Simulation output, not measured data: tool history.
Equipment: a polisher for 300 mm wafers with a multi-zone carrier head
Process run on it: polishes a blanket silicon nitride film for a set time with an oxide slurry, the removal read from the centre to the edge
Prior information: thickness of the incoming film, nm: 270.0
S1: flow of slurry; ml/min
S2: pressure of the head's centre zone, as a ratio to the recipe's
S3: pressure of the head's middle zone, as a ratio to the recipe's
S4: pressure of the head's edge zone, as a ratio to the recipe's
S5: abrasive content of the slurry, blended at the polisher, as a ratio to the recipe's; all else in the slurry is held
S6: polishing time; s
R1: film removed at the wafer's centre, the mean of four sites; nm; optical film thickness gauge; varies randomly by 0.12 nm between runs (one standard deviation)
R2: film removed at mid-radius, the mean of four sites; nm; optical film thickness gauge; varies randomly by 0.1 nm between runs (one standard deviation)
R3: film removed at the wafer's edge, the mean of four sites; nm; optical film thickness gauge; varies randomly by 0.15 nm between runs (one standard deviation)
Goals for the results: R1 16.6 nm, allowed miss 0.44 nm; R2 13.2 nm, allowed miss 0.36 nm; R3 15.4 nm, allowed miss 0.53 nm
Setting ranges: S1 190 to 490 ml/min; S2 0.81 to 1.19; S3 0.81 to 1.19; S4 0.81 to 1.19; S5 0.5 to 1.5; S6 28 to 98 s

| run | hour | S1 | S2 | S3 | S4 | S5 | S6 | R1 | R2 | R3 |
|---|---|---|---|---|---|---|---|---|---|---|
| 1 | 0 | 315 | 1 | 1 | 1 | 1 | 63 | 34.658 | 30.938 | 30.491 |
| 2 | 4.3 | 305 | 0.99 | 0.96 | 1 | 0.9 | 57 | 30.127 | 25.967 | 26.99 |
| 3 | 6.8 | 305 | 0.99 | 0.96 | 1.05 | 0.9 | 57 | 29.655 | 26.358 | 27.468 |
| 4 | 9.1 | 300 | 0.97 | 0.93 | 1.02 | 0.8 | 52 | 25.276 | 22.027 | 22.861 |
| 5 | 17.1 | 285 | 0.97 | 0.91 | 1.04 | 0.75 | 49 | 22.92 | 19.643 | 21.547 |
|  | 18.3 | centre zone pressure recalibrated |
| 6 | 18.3 | 285 | 0.97 | 0.97 | 1.04 | 0.75 | 49 | 20.894 | 20.827 | 21.679 |
| 7 | 20.2 | 270 | 0.96 | 0.94 | 1.03 | 0.7 | 47 | 19.351 | 18.709 | 19.632 |
| 8 | 21.7 | 210 | 1.01 | 0.84 | 1.06 | 0.5 | 41 | 14.032 | 12.178 | 14.283 |
| 9 | 29.9 | 235 | 1.02 | 0.84 | 1.06 | 0.5 | 41 | 14.579 | 12.368 | 14.311 |
| 10 | 33.6 | 255 | 1.02 | 0.84 | 1.07 | 0.5 | 41 | 14.891 | 12.477 | 14.542 |
| 11 | 36.1 | 270 | 1.02 | 0.84 | 1.07 | 0.5 | 41 | 14.778 | 12.533 | 14.507 |
| 12 | 37 | 290 | 1.03 | 0.84 | 1.08 | 0.5 | 41 | 15.117 | 12.696 | 14.861 |

Exercise: of the 4 proposed moves below, exactly one satisfies all targets within the stated allowed misses. Which move is it?
| A | 37.9 | 230 | 0.98 | 0.89 | 1.19 | 0.5 | 41 | ? | ? | ? |
| B | 37.9 | 295 | 0.95 | 0.81 | 1.1 | 0.5 | 40 | ? | ? | ? |
| C | 37.9 | 345 | 0.96 | 0.93 | 1.16 | 0.5 | 38 | ? | ? | ? |
| D | 37.9 | 300 | 1.07 | 0.82 | 1.06 | 0.55 | 41 | ? | ? | ? |

| move | R1 | R2 | R3 |
|---|---|---|---|
| A | 13.933 | 12.837 | 15.275 |
| B | 13.642 | 12.172 | 14.671 |
| C | 13.335 | 12.847 | 14.476 |
| D | 16.641 | 13.263 | 15.57 |
A: its largest miss is bigger than the last run's
B: its largest miss is bigger than the last run's
C: its largest miss is bigger than the last run's
D: hits every target within its allowed miss
Correct choice: D, which meets every target
